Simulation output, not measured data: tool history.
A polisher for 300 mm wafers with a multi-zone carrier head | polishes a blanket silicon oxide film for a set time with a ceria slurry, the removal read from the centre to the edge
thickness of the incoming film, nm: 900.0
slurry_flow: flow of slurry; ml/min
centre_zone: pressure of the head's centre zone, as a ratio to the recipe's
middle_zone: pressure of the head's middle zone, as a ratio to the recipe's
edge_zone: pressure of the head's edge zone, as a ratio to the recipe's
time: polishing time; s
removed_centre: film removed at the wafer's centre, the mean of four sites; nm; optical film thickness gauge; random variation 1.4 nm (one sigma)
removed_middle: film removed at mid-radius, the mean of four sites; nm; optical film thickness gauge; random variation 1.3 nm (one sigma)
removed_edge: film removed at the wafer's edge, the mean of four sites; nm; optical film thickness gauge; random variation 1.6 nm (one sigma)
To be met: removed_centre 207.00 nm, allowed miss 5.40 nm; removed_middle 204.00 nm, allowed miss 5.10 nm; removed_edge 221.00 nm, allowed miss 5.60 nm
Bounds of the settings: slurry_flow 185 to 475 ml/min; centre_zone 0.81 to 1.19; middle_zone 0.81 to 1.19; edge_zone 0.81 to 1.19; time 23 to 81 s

run	hour	slurry_flow	centre_zone	middle_zone	edge_zone	time	removed_centre	removed_middle	removed_edge
1	0.0	305	1.00	1.00	1.00	52	262.37	254.61	269.79
2	4.2	305	1.03	1.00	1.00	52	268.49	258.34	272.41
3	12.2	305	1.03	1.05	1.00	52	269.93	264.38	273.44
4	18.6	290	0.98	0.98	0.96	50	247.04	239.17	256.85
5	22.8	300	0.95	0.97	0.93	48	232.25	230.30	243.15
6	25.4	275	0.95	0.97	0.93	48	230.54	224.84	241.40
7	28.7	260	0.92	0.96	0.90	47	219.62	217.81	233.14
8	33.8	250	0.91	0.95	0.88	47	216.95	215.25	229.57
9	36.0	240	0.90	0.94	0.87	47	214.45	212.69	227.41
10	41.6	230	0.89	0.93	0.86	47	212.09	210.57	226.03

4 next moves are on the table. One of them brings every result within its allowed miss. Which?
A	47.2	245	0.87	0.98	0.81	47	?	?	?
B	47.2	185	0.93	0.95	0.89	49	?	?	?
C	47.2	185	0.94	0.96	0.94	46	?	?	?
D	47.2	200	0.87	0.87	0.94	48	?	?	?

move	removed_centre	removed_middle	removed_edge
A	208.69	224.44	221.43
B	219.32	219.40	234.17
C	207.59	207.76	225.42
D	206.81	202.13	237.52
A: further off than the last run
B: further off than the last run
C: meets every target
D: brings the result that was furthest off to its target, and leaves another outside
The right move is C.
